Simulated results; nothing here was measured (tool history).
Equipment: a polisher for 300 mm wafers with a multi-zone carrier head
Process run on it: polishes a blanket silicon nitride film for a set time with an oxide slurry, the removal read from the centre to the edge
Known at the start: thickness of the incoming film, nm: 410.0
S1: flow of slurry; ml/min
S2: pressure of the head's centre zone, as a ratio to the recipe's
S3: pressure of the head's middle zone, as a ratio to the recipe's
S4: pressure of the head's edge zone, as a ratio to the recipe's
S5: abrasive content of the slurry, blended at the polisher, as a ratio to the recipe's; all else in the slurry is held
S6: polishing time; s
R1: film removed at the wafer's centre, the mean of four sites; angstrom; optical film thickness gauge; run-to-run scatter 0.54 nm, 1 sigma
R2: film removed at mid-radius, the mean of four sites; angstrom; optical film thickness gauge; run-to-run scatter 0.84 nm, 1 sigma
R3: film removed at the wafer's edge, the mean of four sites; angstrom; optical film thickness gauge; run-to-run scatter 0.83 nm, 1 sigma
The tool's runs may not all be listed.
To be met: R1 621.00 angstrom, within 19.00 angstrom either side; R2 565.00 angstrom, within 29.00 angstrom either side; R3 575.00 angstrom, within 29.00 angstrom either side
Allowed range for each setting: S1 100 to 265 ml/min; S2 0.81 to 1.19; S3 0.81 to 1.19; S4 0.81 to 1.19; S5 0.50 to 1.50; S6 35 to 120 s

run 1 hour=0.0 | S1=170 S2=1.00 S3=1.00 S4=1.00 S5=1.00 S6=77 | R1=499.39 R2=505.16 R3=493.09
run 2 hour=8.9 | S1=175 S2=1.01 S3=1.00 S4=1.01 S5=1.00 S6=77 | R1=501.37 R2=502.65 R3=492.55
run 3 hour=15.3 | S1=175 S2=1.09 S3=1.00 S4=1.01 S5=1.00 S6=77 | R1=538.41 R2=501.90 R3=505.13
run 4 hour=16.0 | S1=155 S2=1.09 S3=1.00 S4=1.01 S5=1.00 S6=77 | R1=521.81 R2=487.13 R3=509.13
run 5 hour=24.9 | S1=155 S2=1.09 S3=1.00 S4=1.01 S5=1.00 S6=94 | R1=638.11 R2=609.53 R3=605.51
run 6 hour=32.8 | S1=155 S2=1.09 S3=1.00 S4=1.00 S5=1.00 S6=94 | R1=636.48 R2=599.28 R3=602.20
-- hour=35.7 worn pad replaced by a new one
run 7 hour=35.7 | S1=155 S2=1.09 S3=1.00 S4=1.00 S5=1.00 S6=94 | R1=690.29 R2=647.82 R3=652.28
run 8 hour=37.6 | S1=155 S2=1.09 S3=1.00 S4=1.00 S5=1.00 S6=94 | R1=695.86 R2=644.85 R3=640.02
run 9 hour=38.4 | S1=160 S2=1.09 S3=0.99 S4=1.00 S5=1.00 S6=94 | R1=692.61 R2=644.16 R3=649.74
run 10 hour=41.5 | S1=160 S2=1.09 S3=0.99 S4=1.00 S5=1.00 S6=94 | R1=701.53 R2=665.44 R3=642.15
run 11 hour=49.2 | S1=155 S2=1.09 S3=0.99 S4=1.00 S5=1.00 S6=94 | R1=696.96 R2=650.87 R3=654.67
run 12 hour=56.4 | S1=155 S2=1.10 S3=1.00 S4=1.00 S5=1.00 S6=94 | R1=702.75 R2=623.97 R3=661.06
run 13 hour=63.6 | S1=155 S2=1.10 S3=1.00 S4=1.00 S5=0.95 S6=94 | R1=688.94 R2=636.76 R3=662.64

Exactly one of the 4 candidate moves below puts every result within its allowed miss. Which one?
run A hour=70.8 | S1=135 S2=1.09 S3=0.97 S4=0.97 S5=1.35 S6=79 | R1=? R2=? R3=?
run B hour=70.8 | S1=135 S2=1.07 S3=1.02 S4=0.94 S5=1.15 S6=110 | R1=? R2=? R3=?
run C hour=70.8 | S1=190 S2=1.09 S3=0.81 S4=0.94 S5=1.30 S6=74 | R1=? R2=? R3=?
run D hour=70.8 | S1=155 S2=1.16 S3=0.98 S4=0.94 S5=0.90 S6=87 | R1=? R2=? R3=?

move=A R1=619.90 R2=570.67 R3=588.42
move=B R1=806.79 R2=780.65 R3=768.59
move=C R1=619.26 R2=503.53 R3=566.58
move=D R1=653.41 R2=570.95 R3=572.84
A: every result within its allowed miss
B: lands further from the targets than the last run did
C: meets the target for the result that was furthest off, but another lies outside its allowed miss
D: an improvement on the last run, though not all results are within tolerance
The move that meets every target is A.
